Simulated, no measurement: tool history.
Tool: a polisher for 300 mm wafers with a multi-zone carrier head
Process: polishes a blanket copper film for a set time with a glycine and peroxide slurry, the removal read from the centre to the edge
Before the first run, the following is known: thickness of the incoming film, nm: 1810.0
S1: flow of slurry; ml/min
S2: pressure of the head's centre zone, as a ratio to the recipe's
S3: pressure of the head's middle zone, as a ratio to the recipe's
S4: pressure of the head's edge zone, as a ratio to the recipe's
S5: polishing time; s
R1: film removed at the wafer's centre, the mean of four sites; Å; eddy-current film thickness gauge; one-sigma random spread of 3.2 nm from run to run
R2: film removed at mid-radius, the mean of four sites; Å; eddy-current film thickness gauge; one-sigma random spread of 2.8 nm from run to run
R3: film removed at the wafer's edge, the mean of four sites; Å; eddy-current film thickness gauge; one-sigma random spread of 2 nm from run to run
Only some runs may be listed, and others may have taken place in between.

run,hour,S1,S2,S3,S4,S5,R1,R2,R3
1,0,230,1,1,1,72,3780.2,3835.4,3787.4
2,2.5,230,1,0.96,1,72,3770,3694.8,3760.3
3,10.1,230,0.95,0.96,1,72,3539.6,3690.5,3759.4
4,18.7,230,0.88,0.96,1,72,3410.3,3708.6,3756.2
5,19.3,210,0.86,0.98,0.98,70,3075.1,3645.4,3546.1
6,24,200,0.86,0.97,0.95,70,3132.3,3525.1,3540.6

What does the tool deliver on the next run?
7,32.3,195,0.85,0.99,0.92,69,?,?,?

{"run 7": {"R1": 3060.6, "R2": 3568.2, "R3": 3430.9}}
